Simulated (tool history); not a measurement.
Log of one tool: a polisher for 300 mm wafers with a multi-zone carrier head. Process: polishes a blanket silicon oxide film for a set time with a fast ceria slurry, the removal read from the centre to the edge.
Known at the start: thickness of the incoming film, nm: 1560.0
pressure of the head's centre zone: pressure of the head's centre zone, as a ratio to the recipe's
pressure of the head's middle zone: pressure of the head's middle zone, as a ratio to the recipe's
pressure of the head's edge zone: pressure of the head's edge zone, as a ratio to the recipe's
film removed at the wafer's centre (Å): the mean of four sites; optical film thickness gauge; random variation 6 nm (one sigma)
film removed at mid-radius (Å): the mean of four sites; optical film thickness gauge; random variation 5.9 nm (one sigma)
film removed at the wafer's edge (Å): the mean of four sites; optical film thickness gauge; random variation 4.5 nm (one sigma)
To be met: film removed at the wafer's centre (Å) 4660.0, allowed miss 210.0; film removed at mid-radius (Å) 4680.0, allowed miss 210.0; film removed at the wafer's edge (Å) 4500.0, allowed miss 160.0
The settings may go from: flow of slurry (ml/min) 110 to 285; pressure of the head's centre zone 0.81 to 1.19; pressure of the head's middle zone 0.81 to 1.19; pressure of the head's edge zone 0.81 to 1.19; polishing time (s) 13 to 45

run	hour	flow of slurry (ml/min)	pressure of the head's centre zone	pressure of the head's middle zone	pressure of the head's edge zone	polishing time (s)	film removed at the wafer's centre (Å)	film removed at mid-radius (Å)	film removed at the wafer's edge (Å)
1	0.0	180	1.00	1.00	1.00	29	5251.9	5397.1	5416.4
2	3.4	180	0.92	1.00	1.00	29	4827.4	5238.3	5308.6
3	4.9	180	0.92	1.00	0.93	29	4832.8	5376.7	5268.1
4	7.8	180	0.98	1.00	0.93	29	5136.8	5247.3	5257.4
5	16.4	180	0.98	1.00	0.99	29	5049.2	5372.9	5381.2
6	17.5	180	0.98	0.93	0.99	29	5042.7	4943.2	5397.4
7	23.0	180	0.99	0.95	0.96	28	4825.7	5007.2	5170.9
8	26.2	160	1.09	0.91	0.86	25	4479.8	4107.5	4226.6
9	35.1	170	1.08	0.93	0.87	25	4555.7	4258.7	4341.2
10	40.1	175	1.07	0.95	0.87	25	4576.8	4428.2	4339.1

Which of these 5 next moves meets every target?
A	45.1	155	0.99	1.11	0.84	27	?	?	?
B	45.1	160	1.00	1.02	0.95	25	?	?	?
C	45.1	155	0.96	0.92	0.94	28	?	?	?
D	45.1	115	1.09	0.99	0.84	28	?	?	?
E	45.1	225	0.93	1.02	0.95	24	?	?	?

move	film removed at the wafer's centre (Å)	film removed at mid-radius (Å)	film removed at the wafer's edge (Å)
A	4640.5	5213.0	4592.4
B	4348.6	4518.9	4530.2
C	4726.5	4612.3	5031.8
D	4671.4	4559.9	4532.9
E	4272.3	4587.2	4530.2
A: takes the result that was furthest off past its target
B: brings the result that was furthest off to its target, and leaves another outside
C: brings the result that was furthest off to its target, and leaves another outside
D: meets every target
E: brings the result that was furthest off to its target, and leaves another outside
The right move is D.
